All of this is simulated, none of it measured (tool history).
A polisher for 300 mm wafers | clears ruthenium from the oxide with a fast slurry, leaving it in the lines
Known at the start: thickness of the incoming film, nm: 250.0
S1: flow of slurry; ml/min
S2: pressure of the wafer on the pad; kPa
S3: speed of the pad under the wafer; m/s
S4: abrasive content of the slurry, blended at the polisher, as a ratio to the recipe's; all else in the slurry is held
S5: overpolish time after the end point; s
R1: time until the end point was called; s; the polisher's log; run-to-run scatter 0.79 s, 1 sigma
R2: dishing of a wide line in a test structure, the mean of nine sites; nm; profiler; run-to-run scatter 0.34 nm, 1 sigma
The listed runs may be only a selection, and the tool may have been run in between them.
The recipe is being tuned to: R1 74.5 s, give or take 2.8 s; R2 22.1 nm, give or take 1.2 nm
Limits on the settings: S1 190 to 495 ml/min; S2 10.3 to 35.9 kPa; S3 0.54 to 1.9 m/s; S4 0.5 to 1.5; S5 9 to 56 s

Run 1, day 0: S1 320 ml/min, S2 22.8 kPa, S3 1.22 m/s, S4 1, S5 29 s. Result: R1 49.849 s, R2 50.975 nm.
Run 2, day 0.279: S1 320 ml/min, S2 22.8 kPa, S3 1.22 m/s, S4 0.8, S5 29 s. Result: R1 57.083 s, R2 48.983 nm.
Run 3, day 0.571: S1 320 ml/min, S2 22.8 kPa, S3 1.22 m/s, S4 0.8, S5 39 s. Result: R1 57.075 s, R2 51.539 nm.
Run 4, day 0.808: S1 320 ml/min, S2 22.8 kPa, S3 1.22 m/s, S4 0.8, S5 29 s. Result: R1 57.642 s, R2 48.148 nm.
Run 5, day 0.904: S1 325 ml/min, S2 22.1 kPa, S3 1.22 m/s, S4 0.7, S5 23 s. Result: R1 63.716 s, R2 43.248 nm.
Run 6, day 1.117: S1 325 ml/min, S2 22.1 kPa, S3 1.02 m/s, S4 0.7, S5 23 s. Result: R1 72.116 s, R2 41.608 nm.
Run 7, day 1.229: S1 375 ml/min, S2 24.1 kPa, S3 0.88 m/s, S4 0.65, S5 19 s. Result: R1 76.467 s, R2 35.868 nm.
Run 8, day 1.471: S1 410 ml/min, S2 26.9 kPa, S3 0.78 m/s, S4 0.6, S5 16 s. Result: R1 78.727 s, R2 32.398 nm.
Run 9, day 1.738: S1 435 ml/min, S2 29.6 kPa, S3 0.72 m/s, S4 0.55, S5 14 s. Result: R1 79.046 s, R2 28.697 nm.
Run 10, day 1.85: S1 450 ml/min, S2 31.7 kPa, S3 0.68 m/s, S4 0.55, S5 13 s. Result: R1 77.994 s, R2 28.62 nm.
Run 11, day 1.896: S1 360 ml/min, S2 29 kPa, S3 0.78 m/s, S4 0.55, S5 9 s. Result: R1 82.246 s, R2 20.658 nm.
Run 12, day 1.979: S1 370 ml/min, S2 29.6 kPa, S3 0.78 m/s, S4 0.55, S5 9 s. Result: R1 78.704 s, R2 21.079 nm.
Run 13, day 2.338: S1 375 ml/min, S2 29.6 kPa, S3 0.78 m/s, S4 0.55, S5 9 s. Result: R1 77.858 s, R2 20.534 nm.
Run 14, day 2.629: S1 380 ml/min, S2 29.6 kPa, S3 0.78 m/s, S4 0.55, S5 9 s. Result: R1 79.804 s, R2 21.494 nm.

Exactly one of the 4 candidate moves below puts every result within its allowed miss. Which one?
Run A, day 2.921: S1 335 ml/min, S2 35.9 kPa, S3 0.88 m/s, S4 0.5, S5 10 s. Result: R1 ?, R2 ?.
Run B, day 2.921: S1 355 ml/min, S2 30.3 kPa, S3 0.68 m/s, S4 0.55, S5 11 s. Result: R1 ?, R2 ?.
Run C, day 2.921: S1 270 ml/min, S2 33.1 kPa, S3 0.64 m/s, S4 0.6, S5 9 s. Result: R1 ?, R2 ?.
Run D, day 2.921: S1 425 ml/min, S2 31.7 kPa, S3 0.74 m/s, S4 0.55, S5 11 s. Result: R1 ?, R2 ?.

move      R1      R2
   A  69.971  25.496
   B  82.928  24.139
   C  73.776  22.667
   D  75.458  25.864
A: carries the result that was furthest off beyond its target, to the other side
B: its largest miss is bigger than the last run's
C: meets every target
D: brings the last run's worst result on target, with another outside its allowed miss
Correct choice: C, which meets every target
